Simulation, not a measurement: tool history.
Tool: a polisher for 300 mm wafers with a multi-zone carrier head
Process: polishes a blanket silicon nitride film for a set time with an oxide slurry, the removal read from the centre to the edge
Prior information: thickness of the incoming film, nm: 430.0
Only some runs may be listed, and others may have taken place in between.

run	hour	flow of slurry (ml/min)	pressure of the head's centre zone	pressure of the head's middle zone	pressure of the head's edge zone	abrasive content of the slurry	polishing time (s)	film removed at the wafer's centre (angstrom)	film removed at mid-radius (angstrom)	film removed at the wafer's edge (angstrom)
1	0	215	1	1	1	1	77	544.22	532.04	545.37
2	2.9	215	1	1.03	1	1	77	543.61	547.52	551.03
3	8.7	265	1	1.03	1	1	77	556.65	561.77	553.73
4	10.6	260	0.99	1.03	1.02	1	77	554.15	557.89	551.32
5	13.9	260	0.99	0.97	1.02	1	77	555.09	523.78	565.93
6	19.2	260	1.03	0.97	1.02	1	77	576.11	531.22	567.39
7	25.3	250	1.01	0.98	1.03	1.05	77	567.2	546.51	574.58
8	29.2	245	1	0.98	1.04	1.1	77	579.02	544.93	591.11
9	31.7	235	0.98	0.99	1.05	1.1	77	563.64	561.21	578.62
10	39.5	245	0.88	0.91	1.15	1.25	77	532.25	556.02	650.39
11	43.9	245	0.88	0.92	1.15	1.25	77	535.51	547.69	640.45

Expected results for the next run?
12	49.4	245	0.88	0.93	1.15	1.25	77	?	?	?

film removed at the wafer's centre (angstrom): 530.83
film removed at mid-radius (angstrom): 554.44
film removed at the wafer's edge (angstrom): 632.27

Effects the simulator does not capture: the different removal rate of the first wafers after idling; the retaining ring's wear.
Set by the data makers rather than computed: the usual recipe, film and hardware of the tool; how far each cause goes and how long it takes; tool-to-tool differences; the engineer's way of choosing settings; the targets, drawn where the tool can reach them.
